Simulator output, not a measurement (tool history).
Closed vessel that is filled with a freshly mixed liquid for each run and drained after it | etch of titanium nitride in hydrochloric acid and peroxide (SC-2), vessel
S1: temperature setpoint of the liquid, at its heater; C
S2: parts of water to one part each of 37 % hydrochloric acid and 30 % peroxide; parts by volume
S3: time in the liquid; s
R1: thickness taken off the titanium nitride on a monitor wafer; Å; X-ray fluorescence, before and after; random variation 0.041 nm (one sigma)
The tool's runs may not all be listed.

run,day,S1,S2,S3,R1
1,0,58,10,50,41.103
2,0.083,58,12,50,35.652
3,0.354,52.5,12,50,24.722
4,0.633,52.5,10.5,50,27.929
5,0.875,53.5,10.5,50,29.503
6,0.958,54.5,10.5,50,31.913
7,1.071,55,10.5,50,32.88
8,1.333,55.5,10.5,50,33.469

Forecast run 9:
9,1.679,56,10.5,50,?

{"run 9": {"R1": 35.196}}
